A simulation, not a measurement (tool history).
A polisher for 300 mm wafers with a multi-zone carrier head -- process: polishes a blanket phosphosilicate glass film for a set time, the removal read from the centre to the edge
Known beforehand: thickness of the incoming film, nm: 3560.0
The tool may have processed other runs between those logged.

run,day,flow of slurry (ml/min),pressure of the head's centre zone,pressure of the head's middle zone,pressure of the head's edge zone,abrasive content of the slurry,polishing time (s),film removed at the wafer's centre (nm),film removed at mid-radius (nm),film removed at the wafer's edge (nm)
1,0.000,240,1.00,1.00,1.00,1.00,87,906.81,868.17,885.48
2,0.242,240,1.00,1.00,1.00,1.00,79,800.26,785.48,817.08
3,0.612,235,1.00,0.98,0.99,0.95,79,780.47,746.72,800.99
4,0.633,215,1.00,0.98,0.99,0.95,79,778.70,752.84,796.30
5,0.988,215,1.00,0.98,0.99,0.85,79,730.79,711.92,744.39
6,1.046,215,1.00,1.05,0.99,0.85,79,737.24,749.95,767.33
7,1.179,215,1.00,1.03,0.99,0.80,79,705.58,706.68,725.24
8,1.479,215,1.00,1.01,1.00,0.80,79,720.91,706.09,730.16
9,1.567,210,1.00,0.99,1.01,0.80,79,711.73,698.62,708.49

Estimate the outcome of run 10 from the log above:
10,1.633,215,1.00,0.97,0.99,0.80,79,?,?,?

For run 10 the tool returned film removed at the wafer's centre (nm) 719.76, film removed at mid-radius (nm) 692.70, film removed at the wafer's edge (nm) 716.56.

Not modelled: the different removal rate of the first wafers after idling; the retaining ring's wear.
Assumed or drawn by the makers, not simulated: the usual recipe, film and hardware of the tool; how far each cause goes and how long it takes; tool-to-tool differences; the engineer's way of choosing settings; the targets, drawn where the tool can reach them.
